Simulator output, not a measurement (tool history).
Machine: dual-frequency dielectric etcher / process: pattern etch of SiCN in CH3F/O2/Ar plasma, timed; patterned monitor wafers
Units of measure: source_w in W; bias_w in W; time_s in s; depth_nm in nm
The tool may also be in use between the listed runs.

run 1 hour=0.0 | source_w=460 bias_w=62 time_s=90 | depth_nm=32.825
run 2 hour=8.9 | source_w=460 bias_w=62 time_s=90 | depth_nm=32.839
run 3 hour=15.3 | source_w=390 bias_w=62 time_s=90 | depth_nm=31.003
run 4 hour=16.1 | source_w=420 bias_w=62 time_s=90 | depth_nm=32.004
run 5 hour=20.8 | source_w=460 bias_w=63 time_s=90 | depth_nm=32.829
run 6 hour=29.7 | source_w=460 bias_w=54 time_s=90 | depth_nm=31.617

Run 7 is up next; what results do you expect?
run 7 hour=30.2 | source_w=490 bias_w=55 time_s=90 | depth_nm=?

{"run 7": {"depth_nm": 32.3}}
